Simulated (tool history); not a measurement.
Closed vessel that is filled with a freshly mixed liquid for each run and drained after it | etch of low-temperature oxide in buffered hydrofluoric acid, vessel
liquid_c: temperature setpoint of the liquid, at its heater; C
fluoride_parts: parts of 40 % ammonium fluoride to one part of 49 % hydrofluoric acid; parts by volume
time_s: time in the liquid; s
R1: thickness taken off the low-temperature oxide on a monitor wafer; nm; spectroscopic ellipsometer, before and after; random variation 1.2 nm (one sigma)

{"run": 1, "hour": 0.0, "liquid_c": 21.0, "fluoride_parts": 13.0, "time_s": 100, "R1": 446.83}
{"run": 2, "hour": 6.5, "liquid_c": 21.0, "fluoride_parts": 13.0, "time_s": 100, "R1": 445.57}
{"run": 3, "hour": 13.3, "liquid_c": 20.0, "fluoride_parts": 13.5, "time_s": 100, "R1": 405.79}
{"run": 4, "hour": 16.5, "liquid_c": 20.0, "fluoride_parts": 13.5, "time_s": 105, "R1": 425.39}
{"run": 5, "hour": 19.0, "liquid_c": 20.0, "fluoride_parts": 13.5, "time_s": 105, "R1": 425.2}
{"run": 6, "hour": 25.0, "liquid_c": 20.0, "fluoride_parts": 13.5, "time_s": 105, "R1": 427.55}
{"run": 7, "hour": 27.1, "liquid_c": 19.5, "fluoride_parts": 14.0, "time_s": 105, "R1": 399.64}
{"run": 8, "hour": 32.1, "liquid_c": 19.5, "fluoride_parts": 14.0, "time_s": 105, "R1": 398.5}
{"run": 9, "hour": 37.1, "liquid_c": 19.0, "fluoride_parts": 14.5, "time_s": 105, "R1": 372.62}
{"run": 10, "hour": 44.8, "liquid_c": 18.5, "fluoride_parts": 15.0, "time_s": 105, "R1": 351.4}
{"run": 11, "hour": 52.0, "liquid_c": 18.0, "fluoride_parts": 15.5, "time_s": 105, "R1": 330.78}
{"run": 12, "hour": 59.6, "liquid_c": 18.0, "fluoride_parts": 16.0, "time_s": 105, "R1": 320.29}

The next listed run, before its measurement:
{"run": 13, "hour": 65.7, "liquid_c": 18.0, "fluoride_parts": 16.5, "time_s": 105, "R1": "?"}

{"run 13": {"R1": 310.61}}
